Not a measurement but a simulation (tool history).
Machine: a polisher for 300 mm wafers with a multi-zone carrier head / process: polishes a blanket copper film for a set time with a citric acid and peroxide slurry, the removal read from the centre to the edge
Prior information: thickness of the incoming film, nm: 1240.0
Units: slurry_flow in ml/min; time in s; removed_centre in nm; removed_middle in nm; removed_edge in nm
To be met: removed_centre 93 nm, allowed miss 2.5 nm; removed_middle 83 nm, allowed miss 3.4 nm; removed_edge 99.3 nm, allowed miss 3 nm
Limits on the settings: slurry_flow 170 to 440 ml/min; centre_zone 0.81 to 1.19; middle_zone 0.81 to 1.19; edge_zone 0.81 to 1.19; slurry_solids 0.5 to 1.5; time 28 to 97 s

{"run": 1, "hour": 0.0, "slurry_flow": 280, "centre_zone": 1, "middle_zone": 1, "edge_zone": 1, "slurry_solids": 1, "time": 62, "removed_centre": 151.92, "removed_middle": 154.59, "removed_edge": 156.05}
{"run": 2, "hour": 2.1, "slurry_flow": 265, "centre_zone": 0.99, "middle_zone": 0.94, "edge_zone": 0.99, "slurry_solids": 0.85, "time": 55, "removed_centre": 127.21, "removed_middle": 128.12, "removed_edge": 132}
{"run": 3, "hour": 8.4, "slurry_flow": 260, "centre_zone": 1.01, "middle_zone": 0.9, "edge_zone": 1.04, "slurry_solids": 0.75, "time": 49, "removed_centre": 115.04, "removed_middle": 102.71, "removed_edge": 117.75}
{"run": 4, "hour": 14.7, "slurry_flow": 255, "centre_zone": 0.99, "middle_zone": 0.88, "edge_zone": 1.03, "slurry_solids": 0.65, "time": 47, "removed_centre": 104.23, "removed_middle": 97, "removed_edge": 111.42}
{"run": 5, "hour": 19.9, "slurry_flow": 255, "centre_zone": 0.99, "middle_zone": 0.88, "edge_zone": 1.03, "slurry_solids": 0.5, "time": 47, "removed_centre": 99.044, "removed_middle": 91.734, "removed_edge": 104.44}
{"run": 6, "hour": 21.3, "slurry_flow": 255, "centre_zone": 0.99, "middle_zone": 0.88, "edge_zone": 1.03, "slurry_solids": 0.5, "time": 47, "removed_centre": 99.677, "removed_middle": 92.651, "removed_edge": 104.02}
{"run": 7, "hour": 21.8, "slurry_flow": 245, "centre_zone": 0.99, "middle_zone": 0.86, "edge_zone": 1.02, "slurry_solids": 0.5, "time": 46, "removed_centre": 97.548, "removed_middle": 87.316, "removed_edge": 103.51}
{"run": 8, "hour": 30.4, "slurry_flow": 245, "centre_zone": 0.99, "middle_zone": 0.86, "edge_zone": 1.02, "slurry_solids": 0.5, "time": 46, "removed_centre": 96.023, "removed_middle": 88.344, "removed_edge": 101.7}
{"run": 9, "hour": 36.0, "slurry_flow": 235, "centre_zone": 0.99, "middle_zone": 0.85, "edge_zone": 1.02, "slurry_solids": 0.5, "time": 46, "removed_centre": 95.738, "removed_middle": 85.01, "removed_edge": 102.14}
{"run": 10, "hour": 42.5, "slurry_flow": 230, "centre_zone": 0.99, "middle_zone": 0.85, "edge_zone": 1.01, "slurry_solids": 0.5, "time": 46, "removed_centre": 96.404, "removed_middle": 86.261, "removed_edge": 101.02}

Which of these 4 next moves meets every target?
{"run": "A", "hour": 49.0, "slurry_flow": 225, "centre_zone": 1.04, "middle_zone": 0.88, "edge_zone": 0.99, "slurry_solids": 0.5, "time": 47, "removed_centre": "?", "removed_middle": "?", "removed_edge": "?"}
{"run": "B", "hour": 49.0, "slurry_flow": 200, "centre_zone": 1, "middle_zone": 0.85, "edge_zone": 1.04, "slurry_solids": 0.65, "time": 43, "removed_centre": "?", "removed_middle": "?", "removed_edge": "?"}
{"run": "C", "hour": 49.0, "slurry_flow": 305, "centre_zone": 1.01, "middle_zone": 0.86, "edge_zone": 1, "slurry_solids": 0.65, "time": 42, "removed_centre": "?", "removed_middle": "?", "removed_edge": "?"}
{"run": "D", "hour": 49.0, "slurry_flow": 245, "centre_zone": 0.91, "middle_zone": 0.89, "edge_zone": 0.89, "slurry_solids": 0.55, "time": 48, "removed_centre": "?", "removed_middle": "?", "removed_edge": "?"}

move=A removed_centre=102.62 removed_middle=90.878 removed_edge=100.94
move=B removed_centre=92.589 removed_middle=83.111 removed_edge=97.789
move=C removed_centre=97.334 removed_middle=86.767 removed_edge=97.813
move=D removed_centre=94.42 removed_middle=96.502 removed_edge=100.63
A: its largest miss is bigger than the last run's
B: all results in spec
C: its largest miss is bigger than the last run's
D: meets the target for the result that was furthest off, but another lies outside its allowed miss
Correct choice: B, which meets every target
